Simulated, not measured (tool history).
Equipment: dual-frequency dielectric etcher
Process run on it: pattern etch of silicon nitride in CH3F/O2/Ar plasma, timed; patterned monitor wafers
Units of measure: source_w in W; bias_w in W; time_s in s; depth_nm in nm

run	hour	source_w	bias_w	time_s	depth_nm
1	0.0	330	96	53.5	38.727
2	4.0	320	94	53.5	37.774
3	6.8	320	79	53.5	35.736
4	11.5	320	79	56.0	37.368
5	14.3	310	78	56.0	36.521
6	15.3	300	78	56.0	35.623

Run 7, settings as shown, results not yet in. Your forecast:
7	24.2	290	78	56.0	?

{"run 7": {"depth_nm": 34.768}}

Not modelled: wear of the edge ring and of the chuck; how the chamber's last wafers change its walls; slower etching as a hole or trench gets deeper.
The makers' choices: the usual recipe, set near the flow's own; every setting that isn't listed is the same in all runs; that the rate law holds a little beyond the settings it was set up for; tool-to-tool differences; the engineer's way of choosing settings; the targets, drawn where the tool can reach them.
